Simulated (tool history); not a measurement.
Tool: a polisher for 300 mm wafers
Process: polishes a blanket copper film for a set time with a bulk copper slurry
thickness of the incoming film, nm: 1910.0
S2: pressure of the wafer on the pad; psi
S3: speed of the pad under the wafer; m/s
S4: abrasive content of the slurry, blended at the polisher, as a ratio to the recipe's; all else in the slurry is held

{"run": 1, "hour": 0.0, "flow of slurry (ml/min)": 210, "S2": 2.6, "S3": 1.24, "S4": 1.0, "polishing time (s)": 39, "film removed (nm)": 394.39}
{"run": 2, "hour": 4.6, "flow of slurry (ml/min)": 210, "S2": 2.6, "S3": 1.24, "S4": 1.15, "polishing time (s)": 39, "film removed (nm)": 411.92}
{"run": 3, "hour": 6.7, "flow of slurry (ml/min)": 210, "S2": 2.3, "S3": 1.24, "S4": 1.15, "polishing time (s)": 39, "film removed (nm)": 358.6}
{"run": 4, "hour": 8.4, "flow of slurry (ml/min)": 210, "S2": 2.3, "S3": 1.1, "S4": 1.15, "polishing time (s)": 39, "film removed (nm)": 331.24}
{"run": 5, "hour": 15.5, "flow of slurry (ml/min)": 210, "S2": 2.1, "S3": 1.1, "S4": 1.15, "polishing time (s)": 39, "film removed (nm)": 304.21}
{"run": 6, "hour": 17.4, "flow of slurry (ml/min)": 210, "S2": 2.0, "S3": 1.1, "S4": 1.15, "polishing time (s)": 39, "film removed (nm)": 294.32}

Forecast run 7:
{"run": 7, "hour": 25.9, "flow of slurry (ml/min)": 200, "S2": 1.5, "S3": 1.1, "S4": 1.15, "polishing time (s)": 39, "film removed (nm)": "?"}

{"run 7": {"film removed (nm)": 219.34}}
